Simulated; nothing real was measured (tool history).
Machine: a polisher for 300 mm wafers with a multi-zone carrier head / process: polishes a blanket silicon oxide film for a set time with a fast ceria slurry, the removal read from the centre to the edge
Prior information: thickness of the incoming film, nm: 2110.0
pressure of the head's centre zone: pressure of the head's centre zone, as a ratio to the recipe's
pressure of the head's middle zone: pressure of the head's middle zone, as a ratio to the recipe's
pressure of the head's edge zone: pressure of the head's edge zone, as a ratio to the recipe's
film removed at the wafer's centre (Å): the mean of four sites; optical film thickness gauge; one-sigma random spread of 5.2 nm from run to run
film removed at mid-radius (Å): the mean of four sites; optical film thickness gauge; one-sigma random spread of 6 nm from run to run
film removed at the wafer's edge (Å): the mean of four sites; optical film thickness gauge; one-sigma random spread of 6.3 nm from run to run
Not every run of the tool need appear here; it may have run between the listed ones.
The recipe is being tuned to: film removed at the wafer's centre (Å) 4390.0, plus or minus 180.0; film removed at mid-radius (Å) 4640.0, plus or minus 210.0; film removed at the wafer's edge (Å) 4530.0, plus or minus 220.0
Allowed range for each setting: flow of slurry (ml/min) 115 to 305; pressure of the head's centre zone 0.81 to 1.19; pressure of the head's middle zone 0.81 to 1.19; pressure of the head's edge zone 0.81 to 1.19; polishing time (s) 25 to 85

| run | hour | flow of slurry (ml/min) | pressure of the head's centre zone | pressure of the head's middle zone | pressure of the head's edge zone | polishing time (s) | film removed at the wafer's centre (Å) | film removed at mid-radius (Å) | film removed at the wafer's edge (Å) |
|---|---|---|---|---|---|---|---|---|---|
| 1 | 0.0 | 195 | 1.00 | 1.00 | 1.00 | 55 | 5374.2 | 5673.5 | 5217.2 |
| 2 | 2.3 | 190 | 0.99 | 0.98 | 0.99 | 54 | 5367.1 | 5416.9 | 5089.4 |
| 3 | 4.8 | 190 | 0.99 | 0.98 | 0.99 | 44 | 4290.4 | 4336.9 | 4101.8 |
| 4 | 10.9 | 195 | 0.99 | 0.98 | 1.00 | 44 | 4403.2 | 4358.3 | 4221.9 |
|  | 19.4 | edge zone pressure recalibrated |
| 5 | 19.4 | 195 | 0.99 | 0.90 | 1.00 | 44 | 4317.4 | 4029.3 | 4219.7 |
| 6 | 20.5 | 195 | 0.99 | 0.90 | 1.00 | 57 | 5652.4 | 5255.7 | 5479.8 |
| 7 | 28.5 | 190 | 0.97 | 0.90 | 0.98 | 56 | 5345.8 | 5233.8 | 5349.0 |
| 8 | 35.0 | 185 | 0.96 | 0.90 | 0.97 | 55 | 5225.7 | 5105.5 | 5232.1 |
| 9 | 37.4 | 185 | 0.95 | 0.90 | 0.96 | 54 | 5126.3 | 4988.0 | 5110.4 |
| 10 | 43.6 | 160 | 0.85 | 0.92 | 0.87 | 50 | 4073.4 | 4572.2 | 4479.4 |
| 11 | 49.4 | 165 | 0.86 | 0.92 | 0.87 | 50 | 4151.3 | 4527.3 | 4473.0 |

Consider the 4 candidate settings below. Which is the only one whose results all fall within their allowed miss of target?
| A | 55.2 | 200 | 0.98 | 0.95 | 0.90 | 48 | ? | ? | ? |
| B | 55.2 | 145 | 0.86 | 0.86 | 0.91 | 54 | ? | ? | ? |
| C | 55.2 | 170 | 0.94 | 0.89 | 0.95 | 48 | ? | ? | ? |
| D | 55.2 | 130 | 0.92 | 0.94 | 0.87 | 53 | ? | ? | ? |

| move | film removed at the wafer's centre (Å) | film removed at mid-radius (Å) | film removed at the wafer's edge (Å) |
|---|---|---|---|
| A | 4706.3 | 4586.1 | 4477.4 |
| B | 4339.3 | 4478.7 | 4854.0 |
| C | 4374.9 | 4226.8 | 4503.3 |
| D | 4431.1 | 4611.6 | 4578.5 |
A: takes the result that was furthest off past its target
B: puts the biggest miss on target and leaves a different result outside tolerance
C: puts the biggest miss on target and leaves a different result outside tolerance
D: in spec on every target
Correct choice: D, which meets every target
